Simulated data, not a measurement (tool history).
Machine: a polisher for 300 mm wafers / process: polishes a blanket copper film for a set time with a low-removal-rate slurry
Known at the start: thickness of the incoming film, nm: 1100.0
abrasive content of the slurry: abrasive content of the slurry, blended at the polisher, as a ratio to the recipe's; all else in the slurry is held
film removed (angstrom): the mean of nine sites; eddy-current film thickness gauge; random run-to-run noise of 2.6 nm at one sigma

| run | hour | flow of slurry (ml/min) | pressure of the wafer on the pad (psi) | speed of the pad under the wafer (m/s) | abrasive content of the slurry | polishing time (s) | film removed (angstrom) |
|---|---|---|---|---|---|---|---|
| 1 | 0 | 220 | 2.5 | 1.06 | 1 | 90 | 1934.9 |
| 2 | 8.2 | 250 | 2.5 | 1.06 | 1 | 90 | 1953 |
| 3 | 9.5 | 250 | 2.2 | 1.06 | 1 | 90 | 1741.4 |
| 4 | 12.3 | 250 | 2.5 | 1.06 | 1 | 90 | 1959 |
| 5 | 19.6 | 250 | 2.5 | 0.78 | 1 | 90 | 1430.4 |
| 6 | 24.5 | 250 | 2.5 | 0.62 | 1 | 90 | 1173.5 |
| 7 | 31.5 | 250 | 2.9 | 0.7 | 1 | 90 | 1529.9 |
| 8 | 39.9 | 250 | 3.2 | 0.76 | 1 | 90 | 1820.2 |
| 9 | 47 | 250 | 3.4 | 0.8 | 1 | 90 | 1988.2 |
| 10 | 50.5 | 250 | 3.5 | 0.86 | 1 | 90 | 2184.2 |

Predict the results of run 11:
|  | 55 | slurry nozzle cleaned |
| 11 | 55 | 260 | 3.9 | 1.02 | 1 | 90 | ? |

film removed (angstrom): 3012.4

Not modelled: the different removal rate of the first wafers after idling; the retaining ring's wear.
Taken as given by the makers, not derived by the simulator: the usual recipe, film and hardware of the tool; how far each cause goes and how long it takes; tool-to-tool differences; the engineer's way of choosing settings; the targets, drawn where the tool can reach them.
